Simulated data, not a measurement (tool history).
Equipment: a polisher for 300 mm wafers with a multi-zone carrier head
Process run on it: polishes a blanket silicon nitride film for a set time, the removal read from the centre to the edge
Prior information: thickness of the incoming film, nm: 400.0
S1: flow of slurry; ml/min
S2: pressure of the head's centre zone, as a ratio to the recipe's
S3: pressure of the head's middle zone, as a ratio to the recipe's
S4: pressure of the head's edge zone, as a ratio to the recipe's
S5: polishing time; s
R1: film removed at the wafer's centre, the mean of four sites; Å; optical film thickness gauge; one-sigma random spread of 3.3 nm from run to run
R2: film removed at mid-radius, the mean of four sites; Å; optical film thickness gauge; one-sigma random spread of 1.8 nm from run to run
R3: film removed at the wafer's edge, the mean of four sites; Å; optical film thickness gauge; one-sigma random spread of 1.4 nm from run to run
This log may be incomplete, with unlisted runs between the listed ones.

| run | day | S1 | S2 | S3 | S4 | S5 | R1 | R2 | R3 |
|---|---|---|---|---|---|---|---|---|---|
| 1 | 0.000 | 285 | 1.00 | 1.00 | 1.00 | 68 | 1499.3 | 1528.3 | 1546.5 |
| 2 | 0.308 | 305 | 1.06 | 1.04 | 1.03 | 73 | 1736.8 | 1722.5 | 1696.1 |
| 3 | 0.550 | 320 | 1.10 | 1.06 | 1.06 | 76 | 1903.6 | 1796.9 | 1768.0 |
| 4 | 0.875 | 325 | 1.12 | 1.08 | 1.08 | 79 | 1976.2 | 1937.4 | 1872.1 |
| 5 | 1.242 | 360 | 1.12 | 1.08 | 1.08 | 79 | 2012.2 | 1935.8 | 1854.9 |
| 6 | 1.283 | 360 | 1.12 | 1.08 | 1.08 | 92 | 2354.3 | 2255.5 | 2181.0 |
| 7 | 1.525 | 365 | 1.12 | 1.07 | 1.06 | 91 | 2377.9 | 2195.3 | 2123.7 |
| 8 | 1.900 | 365 | 1.12 | 1.07 | 1.05 | 91 | 2395.0 | 2213.1 | 2135.5 |

Run 9, settings as shown, results not yet in. Your forecast:
| 9 | 2.133 | 370 | 1.11 | 1.07 | 1.04 | 90 | ? | ? | ? |

R1: 2330.8 Å
R2: 2223.2 Å
R3: 2120.2 Å
